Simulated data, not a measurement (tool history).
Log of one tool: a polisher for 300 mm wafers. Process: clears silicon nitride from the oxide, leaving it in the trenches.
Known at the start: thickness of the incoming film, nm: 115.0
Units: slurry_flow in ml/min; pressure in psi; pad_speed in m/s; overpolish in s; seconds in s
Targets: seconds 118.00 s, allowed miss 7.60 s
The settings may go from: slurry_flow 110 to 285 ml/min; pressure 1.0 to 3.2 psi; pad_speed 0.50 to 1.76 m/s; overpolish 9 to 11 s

| run | hour | slurry_flow | pressure | pad_speed | overpolish | seconds |
|---|---|---|---|---|---|---|
| 1 | 0.0 | 180 | 2.1 | 1.12 | 11 | 178.90 |
| 2 | 4.7 | 180 | 2.3 | 1.14 | 11 | 165.46 |
| 3 | 9.5 | 155 | 2.3 | 1.14 | 11 | 165.36 |
| 4 | 12.0 | 190 | 2.3 | 1.14 | 11 | 162.34 |
| 5 | 20.7 | 190 | 1.9 | 1.14 | 11 | 188.62 |
| 6 | 24.9 | 190 | 2.2 | 1.14 | 11 | 169.53 |
| 7 | 30.4 | 190 | 2.4 | 1.16 | 11 | 146.89 |
| 8 | 36.3 | 195 | 2.5 | 1.16 | 11 | 147.31 |
| 9 | 41.6 | 195 | 2.6 | 1.18 | 11 | 138.53 |
| 10 | 46.5 | 195 | 2.7 | 1.20 | 11 | 138.70 |
| 11 | 55.1 | 195 | 2.8 | 1.22 | 11 | 127.45 |

Which of these 4 next moves meets every target?
| A | 63.7 | 185 | 3.1 | 1.22 | 11 | ? |
| B | 63.7 | 230 | 2.8 | 1.48 | 9 | ? |
| C | 63.7 | 245 | 2.7 | 1.14 | 11 | ? |
| D | 63.7 | 195 | 2.5 | 1.24 | 11 | ? |

| move | seconds |
|---|---|
| A | 121.39 |
| B | 105.82 |
| C | 139.36 |
| D | 140.41 |
A: meets every target
B: takes the result that was furthest off past its target
C: further off than the last run
D: further off than the last run
Answer: A

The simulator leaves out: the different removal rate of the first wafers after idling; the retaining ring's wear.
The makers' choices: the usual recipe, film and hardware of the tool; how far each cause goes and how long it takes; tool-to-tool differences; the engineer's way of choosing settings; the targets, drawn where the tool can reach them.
